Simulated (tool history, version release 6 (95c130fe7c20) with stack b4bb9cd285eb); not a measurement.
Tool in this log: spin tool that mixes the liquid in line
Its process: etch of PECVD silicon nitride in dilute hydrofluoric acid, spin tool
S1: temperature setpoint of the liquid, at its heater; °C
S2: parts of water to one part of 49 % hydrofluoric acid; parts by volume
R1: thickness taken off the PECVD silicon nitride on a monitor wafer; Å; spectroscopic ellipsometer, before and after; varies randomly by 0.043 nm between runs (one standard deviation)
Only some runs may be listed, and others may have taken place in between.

{"run": 1, "hour": 0.0, "S1": 21, "S2": 200, "time under the liquid (s)": 55, "R1": 8.0051}
{"run": 2, "hour": 1.2, "S1": 22.5, "S2": 170, "time under the liquid (s)": 55, "R1": 10.575}
{"run": 3, "hour": 5.8, "S1": 23.5, "S2": 155, "time under the liquid (s)": 55, "R1": 11.844}
{"run": 4, "hour": 12.6, "S1": 20.5, "S2": 155, "time under the liquid (s)": 55, "R1": 10.126}
{"run": 5, "hour": 17.6, "S1": 22, "S2": 135, "time under the liquid (s)": 55, "R1": 12.517}
{"run": 6, "hour": 18.8, "S1": 22, "S2": 135, "time under the liquid (s)": 35, "R1": 8.0423}
{"run": 7, "hour": 25.6, "S1": 23.5, "S2": 115, "time under the liquid (s)": 40, "R1": 12.042}

Forecast run 8:
{"run": 8, "hour": 32.9, "S1": 24.5, "S2": 100, "time under the liquid (s)": 45, "R1": "?"}

{"run 8": {"R1": 16.153}}
